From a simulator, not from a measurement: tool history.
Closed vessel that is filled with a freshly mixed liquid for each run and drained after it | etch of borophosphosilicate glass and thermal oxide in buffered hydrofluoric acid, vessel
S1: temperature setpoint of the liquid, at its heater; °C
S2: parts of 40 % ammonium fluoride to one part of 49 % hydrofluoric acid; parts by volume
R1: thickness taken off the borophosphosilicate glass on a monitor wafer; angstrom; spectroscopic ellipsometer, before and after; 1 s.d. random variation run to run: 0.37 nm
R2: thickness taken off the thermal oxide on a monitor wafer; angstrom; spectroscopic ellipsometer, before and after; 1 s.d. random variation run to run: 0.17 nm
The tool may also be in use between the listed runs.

run 1 day=0 | S1=23 S2=20.5 time_in_the_liquid_(s)=60 | R1=543.64 R2=298.37
run 2 day=0.346 | S1=23 S2=15 time_in_the_liquid_(s)=60 | R1=708.59 R2=389.57
run 3 day=0.5 | S1=23 S2=15 time_in_the_liquid_(s)=75 | R1=888.61 R2=485.25
run 4 day=0.583 | S1=22 S2=17 time_in_the_liquid_(s)=75 | R1=748.75 R2=397.97
run 5 day=0.667 | S1=21.5 S2=18.5 time_in_the_liquid_(s)=75 | R1=671.86 R2=365.83
run 6 day=0.788 | S1=20.5 S2=19.5 time_in_the_liquid_(s)=75 | R1=627.66 R2=333.76
run 7 day=1.025 | S1=20 S2=21 time_in_the_liquid_(s)=75 | R1=570.16 R2=312.34
run 8 day=1.083 | S1=19.5 S2=22 time_in_the_liquid_(s)=75 | R1=534.86 R2=295.16
run 9 day=1.425 | S1=19 S2=23 time_in_the_liquid_(s)=75 | R1=506.66 R2=280.02

The next listed run, before its measurement:
run 10 day=1.796 | S1=18.5 S2=23.5 time_in_the_liquid_(s)=75 | R1=? R2=?

Run 10 measured R1 488.39 angstrom, R2 262.49 angstrom.

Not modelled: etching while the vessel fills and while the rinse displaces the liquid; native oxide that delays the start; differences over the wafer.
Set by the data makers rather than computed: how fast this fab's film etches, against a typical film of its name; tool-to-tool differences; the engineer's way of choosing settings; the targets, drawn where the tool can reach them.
